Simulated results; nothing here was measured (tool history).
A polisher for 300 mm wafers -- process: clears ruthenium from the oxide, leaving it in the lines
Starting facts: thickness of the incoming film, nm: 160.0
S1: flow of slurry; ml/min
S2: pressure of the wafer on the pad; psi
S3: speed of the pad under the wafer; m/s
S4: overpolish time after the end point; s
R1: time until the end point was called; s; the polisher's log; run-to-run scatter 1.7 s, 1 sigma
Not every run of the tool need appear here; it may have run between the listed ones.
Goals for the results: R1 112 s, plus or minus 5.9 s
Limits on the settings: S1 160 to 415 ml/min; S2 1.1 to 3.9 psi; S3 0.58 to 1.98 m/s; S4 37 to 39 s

run,hour,S1,S2,S3,S4,R1
1,0,265,2.5,1.28,37,77.853
2,7.8,265,1.9,1.28,37,92.465
3,14.5,265,1.8,1.28,37,94.519
4,23.4,205,1.8,1.28,37,98.535
5,29.7,170,1.8,1.28,37,97.895
6,37.1,210,1.8,1.28,37,98.082
7,44.4,210,1.7,1.28,37,98.088
8,45,210,1.6,1.28,37,102.94

Exactly one of the 5 candidate moves below puts every result within its allowed miss. Which one?
A,45.6,260,1.7,1.1,37,?
B,45.6,320,1.1,1.54,37,?
C,45.6,160,2,1.26,37,?
D,45.6,175,2.3,1.28,39,?
E,45.6,230,1.7,1.34,37,?

move,R1
A,113.14
B,98.719
C,96.504
D,86.294
E,94.704
A: each result inside its tolerance
B: the biggest miss grows against the last run
C: the biggest miss grows against the last run
D: the biggest miss grows against the last run
E: the biggest miss grows against the last run
Correct choice: A, which meets every target

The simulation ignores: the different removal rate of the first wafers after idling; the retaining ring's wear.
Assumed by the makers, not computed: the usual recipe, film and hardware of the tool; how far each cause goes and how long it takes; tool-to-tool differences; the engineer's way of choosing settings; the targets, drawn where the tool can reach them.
